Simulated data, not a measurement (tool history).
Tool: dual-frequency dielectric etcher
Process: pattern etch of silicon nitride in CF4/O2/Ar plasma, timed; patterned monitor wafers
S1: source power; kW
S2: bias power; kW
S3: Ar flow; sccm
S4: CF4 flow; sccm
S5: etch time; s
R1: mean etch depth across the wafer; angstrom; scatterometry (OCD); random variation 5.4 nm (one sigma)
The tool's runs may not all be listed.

{"run": 1, "hour": 0.0, "S1": 0.65, "S2": 0.037, "S3": 82, "S4": 74, "S5": 418.5, "R1": 8560.4}
{"run": 2, "hour": 3.7, "S1": 0.68, "S2": 0.037, "S3": 82, "S4": 74, "S5": 418.5, "R1": 9065.2}
{"run": 3, "hour": 11.0, "S1": 0.64, "S2": 0.037, "S3": 82, "S4": 74, "S5": 418.5, "R1": 8364.6}
{"run": 4, "hour": 19.5, "S1": 0.66, "S2": 0.037, "S3": 82, "S4": 74, "S5": 418.5, "R1": 8679}
{"run": 5, "hour": 25.6, "S1": 0.68, "S2": 0.037, "S3": 82, "S4": 74, "S5": 418.5, "R1": 9013.2}
{"run": 6, "hour": 30.7, "S1": 0.68, "S2": 0.043, "S3": 82, "S4": 74, "S5": 418.5, "R1": 9390}
{"run": 7, "hour": 33.0, "S1": 0.69, "S2": 0.043, "S3": 82, "S4": 74, "S5": 418.5, "R1": 9588.1}

The next listed run, before its measurement:
{"run": 8, "hour": 35.8, "S1": 0.7, "S2": 0.043, "S3": 82, "S4": 74, "S5": 418.5, "R1": "?"}

{"run 8": {"R1": 9724.8}}
